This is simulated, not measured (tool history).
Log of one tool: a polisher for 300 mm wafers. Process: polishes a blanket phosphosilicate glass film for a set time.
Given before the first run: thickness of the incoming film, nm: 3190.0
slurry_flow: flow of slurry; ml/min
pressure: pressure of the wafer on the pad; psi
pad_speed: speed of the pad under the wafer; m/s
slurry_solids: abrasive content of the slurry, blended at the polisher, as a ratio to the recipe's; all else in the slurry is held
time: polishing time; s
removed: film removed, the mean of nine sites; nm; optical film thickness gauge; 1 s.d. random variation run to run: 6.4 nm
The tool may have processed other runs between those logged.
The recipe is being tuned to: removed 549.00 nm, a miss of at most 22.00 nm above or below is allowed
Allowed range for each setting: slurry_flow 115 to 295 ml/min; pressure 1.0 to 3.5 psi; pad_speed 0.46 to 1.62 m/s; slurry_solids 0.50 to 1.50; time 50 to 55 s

| run | hour | slurry_flow | pressure | pad_speed | slurry_solids | time | removed |
|---|---|---|---|---|---|---|---|
| 1 | 0.0 | 190 | 2.2 | 1.04 | 1.00 | 55 | 321.59 |
| 2 | 6.4 | 190 | 2.2 | 1.04 | 0.90 | 55 | 311.54 |
| 3 | 7.0 | 190 | 2.5 | 1.04 | 0.90 | 55 | 357.25 |
| 4 | 15.0 | 190 | 2.7 | 1.04 | 0.90 | 55 | 376.43 |
| 5 | 21.7 | 170 | 2.7 | 1.04 | 0.90 | 55 | 375.57 |
| 6 | 24.3 | 170 | 2.9 | 1.06 | 0.90 | 55 | 411.16 |
| 7 | 29.2 | 175 | 3.0 | 1.08 | 0.90 | 55 | 422.44 |
| 8 | 33.9 | 175 | 3.1 | 1.12 | 0.90 | 55 | 453.56 |
| 9 | 40.4 | 175 | 3.2 | 1.14 | 0.90 | 55 | 472.83 |
| 10 | 47.1 | 175 | 3.3 | 1.16 | 0.90 | 55 | 506.38 |
| 11 | 51.9 | 175 | 3.4 | 1.16 | 0.90 | 55 | 509.50 |
| 12 | 53.7 | 175 | 3.4 | 1.18 | 0.90 | 55 | 520.76 |

Which single option among these 5 for the next run brings every result within its allowed miss of target? Just one does.
| A | 55.5 | 190 | 3.2 | 1.26 | 0.85 | 51 | ? |
| B | 55.5 | 175 | 3.4 | 1.28 | 1.15 | 50 | ? |
| C | 55.5 | 225 | 3.3 | 1.08 | 0.95 | 54 | ? |
| D | 55.5 | 170 | 3.5 | 1.14 | 0.90 | 55 | ? |
| E | 55.5 | 135 | 3.5 | 1.18 | 0.85 | 54 | ? |

| move | removed |
|---|---|
| A | 474.36 |
| B | 559.96 |
| C | 492.83 |
| D | 519.92 |
| E | 488.49 |
A: misses by more than the last run did
B: all results land within tolerance of their targets
C: misses by more than the last run did
D: as far off as the last run
E: misses by more than the last run did
Answer: B
